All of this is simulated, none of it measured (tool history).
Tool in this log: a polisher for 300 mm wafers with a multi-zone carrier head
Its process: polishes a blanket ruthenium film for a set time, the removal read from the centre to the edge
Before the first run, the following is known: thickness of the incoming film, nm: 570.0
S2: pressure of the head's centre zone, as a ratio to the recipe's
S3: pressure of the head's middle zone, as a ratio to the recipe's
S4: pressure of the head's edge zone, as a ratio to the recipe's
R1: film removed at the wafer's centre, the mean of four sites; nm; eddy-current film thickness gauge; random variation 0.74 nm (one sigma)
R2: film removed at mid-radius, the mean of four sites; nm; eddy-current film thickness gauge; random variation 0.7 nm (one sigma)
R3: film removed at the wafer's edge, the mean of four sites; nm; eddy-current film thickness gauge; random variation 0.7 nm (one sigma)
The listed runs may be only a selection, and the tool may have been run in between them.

{"run": 1, "hour": 0.0, "flow of slurry (ml/min)": 135, "S2": 1, "S3": 1, "S4": 1, "polishing time (s)": 77, "R1": 72.554, "R2": 73.374, "R3": 71.506}
{"run": 2, "hour": 8.5, "flow of slurry (ml/min)": 125, "S2": 0.96, "S3": 0.97, "S4": 0.98, "polishing time (s)": 74, "R1": 65.066, "R2": 67.083, "R3": 69.119}
{"run": 3, "hour": 17.3, "flow of slurry (ml/min)": 120, "S2": 0.95, "S3": 0.97, "S4": 0.96, "polishing time (s)": 71, "R1": 60.843, "R2": 63.791, "R3": 64.856}
{"run": 4, "hour": 20.0, "flow of slurry (ml/min)": 120, "S2": 0.95, "S3": 0.97, "S4": 0.96, "polishing time (s)": 87, "R1": 75.965, "R2": 78.192, "R3": 81.696}
{"run": 5, "hour": 28.9, "flow of slurry (ml/min)": 120, "S2": 0.94, "S3": 0.96, "S4": 0.95, "polishing time (s)": 80, "R1": 68.757, "R2": 71.411, "R3": 72.491}
{"run": 6, "hour": 33.0, "flow of slurry (ml/min)": 115, "S2": 0.92, "S3": 0.94, "S4": 0.93, "polishing time (s)": 77, "R1": 63.161, "R2": 67.599, "R3": 68.34}
{"run": 7, "hour": 37.5, "flow of slurry (ml/min)": 110, "S2": 0.91, "S3": 0.91, "S4": 0.92, "polishing time (s)": 75, "R1": 60.37, "R2": 64.173, "R3": 66.48}
{"run": 8, "hour": 40.6, "flow of slurry (ml/min)": 105, "S2": 0.9, "S3": 0.89, "S4": 0.91, "polishing time (s)": 74, "R1": 58.481, "R2": 61.598, "R3": 65.256}

Run 9 is up next; what results do you expect?
{"run": 9, "hour": 45.6, "flow of slurry (ml/min)": 100, "S2": 0.9, "S3": 0.88, "S4": 0.89, "polishing time (s)": 73, "R1": "?", "R2": "?", "R3": "?"}

{"run 9": {"R1": 56.702, "R2": 60.539, "R3": 63.373}}
